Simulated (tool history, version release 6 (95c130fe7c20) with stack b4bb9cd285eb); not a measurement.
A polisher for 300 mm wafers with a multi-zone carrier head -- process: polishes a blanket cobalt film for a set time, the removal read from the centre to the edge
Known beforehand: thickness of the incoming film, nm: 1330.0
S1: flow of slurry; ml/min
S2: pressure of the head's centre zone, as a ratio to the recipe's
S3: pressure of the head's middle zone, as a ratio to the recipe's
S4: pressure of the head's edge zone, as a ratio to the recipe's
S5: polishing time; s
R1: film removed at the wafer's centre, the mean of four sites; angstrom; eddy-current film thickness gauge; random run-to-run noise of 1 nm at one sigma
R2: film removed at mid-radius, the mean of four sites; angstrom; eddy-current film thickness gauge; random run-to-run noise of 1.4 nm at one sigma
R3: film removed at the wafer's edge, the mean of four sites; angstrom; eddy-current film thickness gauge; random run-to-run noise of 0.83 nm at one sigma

run 1 hour=0 | S1=160 S2=1 S3=1 S4=1 S5=32 | R1=1187.8 R2=1183.6 R3=1174.9
run 2 hour=4.7 | S1=160 S2=1 S3=1 S4=0.96 S5=32 | R1=1166.8 R2=1185.3 R3=1167.4
run 3 hour=11.3 | S1=160 S2=1 S3=1.02 S4=0.94 S5=30 | R1=1091.3 R2=1115.4 R3=1055.5
run 4 hour=20.1 | S1=160 S2=1 S3=1.02 S4=0.94 S5=34 | R1=1238.3 R2=1295.1 R3=1224.7
run 5 hour=23.9 | S1=155 S2=0.98 S3=1.02 S4=0.92 S5=32 | R1=1150.1 R2=1190.6 R3=1123.1
run 6 hour=32 | S1=150 S2=0.95 S3=1.03 S4=0.91 S5=30 | R1=1020.8 R2=1126.9 R3=1043.9
run 7 hour=36 | S1=150 S2=0.95 S3=1.03 S4=0.91 S5=30 | R1=1018.8 R2=1123.9 R3=1068.8
run 8 hour=37.9 | S1=150 S2=0.95 S3=1.04 S4=0.89 S5=29 | R1=1004.1 R2=1084.3 R3=1021.3
run 9 hour=38.5 | S1=145 S2=0.94 S3=1.05 S4=0.88 S5=28 | R1=933.72 R2=1030 R3=965.12

For run 10, what comes out?
run 10 hour=46.2 | S1=140 S2=0.94 S3=1.06 S4=0.86 S5=28 | R1=? R2=? R3=?

{"run 10": {"R1": 938.71, "R2": 1048.6, "R3": 962.15}}

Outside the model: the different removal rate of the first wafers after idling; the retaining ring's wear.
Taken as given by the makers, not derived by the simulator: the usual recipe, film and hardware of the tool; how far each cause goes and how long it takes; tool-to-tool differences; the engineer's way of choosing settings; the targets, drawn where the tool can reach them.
